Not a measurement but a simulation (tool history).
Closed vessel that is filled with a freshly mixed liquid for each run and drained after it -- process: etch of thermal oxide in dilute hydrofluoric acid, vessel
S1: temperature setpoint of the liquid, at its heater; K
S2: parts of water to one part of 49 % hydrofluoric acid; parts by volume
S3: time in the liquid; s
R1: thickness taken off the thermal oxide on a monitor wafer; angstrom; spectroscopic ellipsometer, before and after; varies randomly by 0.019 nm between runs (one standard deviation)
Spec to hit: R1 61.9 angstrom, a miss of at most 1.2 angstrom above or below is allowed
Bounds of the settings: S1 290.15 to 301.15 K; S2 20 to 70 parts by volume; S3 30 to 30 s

run,hour,S1,S2,S3,R1
1,0,293.15,40,30,32.277
2,7.2,294.65,40,30,34.428
3,7.8,295.65,40,30,35.777
4,12.6,296.65,40,30,37.395
5,21.1,297.65,40,30,38.941
6,29,295.65,40,30,35.686
7,31.2,296.65,40,30,37.282
8,32.5,297.65,40,30,38.987
9,38.8,298.15,40,30,39.804
10,45.7,301.15,25,30,73.565
11,49.4,300.65,25,30,72.036
12,54,300.15,25,30,70.162

Pick the move, out of 4, that brings all results within their allowed miss; only one does.
A,58.6,301.15,25,30,?
B,58.6,297.15,25,30,?
C,58.6,298.15,25,30,?
D,58.6,300.15,30,30,?

move,R1
A,73.099
B,61.937
C,64.586
D,58.044
A: its largest miss is bigger than the last run's
B: all results land within tolerance of their targets
C: closer than the last run, but not yet in spec
D: pushes the last run's worst result past its target
B meets every target.

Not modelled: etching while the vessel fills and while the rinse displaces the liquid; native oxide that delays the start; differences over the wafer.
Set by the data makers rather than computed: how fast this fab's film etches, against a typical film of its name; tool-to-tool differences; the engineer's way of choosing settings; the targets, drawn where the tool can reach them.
